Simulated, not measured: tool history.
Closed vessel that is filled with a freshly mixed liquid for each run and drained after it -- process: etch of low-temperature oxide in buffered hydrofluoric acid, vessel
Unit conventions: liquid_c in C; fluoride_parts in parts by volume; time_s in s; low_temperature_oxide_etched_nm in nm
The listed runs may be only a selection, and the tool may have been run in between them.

run,hour,liquid_c,fluoride_parts,time_s,low_temperature_oxide_etched_nm
1,0.0,20.0,19.0,105,178.09
2,5.3,22.5,17.5,105,223.40
3,14.3,22.5,20.0,105,194.13
4,20.4,22.5,20.0,110,203.52
5,27.6,26.0,20.0,110,247.35
6,29.8,26.5,19.0,110,267.20
7,36.1,27.0,18.0,110,289.84
# hour 41.7: thermometer replaced
8,41.7,27.5,17.5,110,287.39

What does the tool deliver on the next run?
9,47.7,27.5,16.5,110,?

Logged for run 9: low_temperature_oxide_etched_nm 303.48 nm.
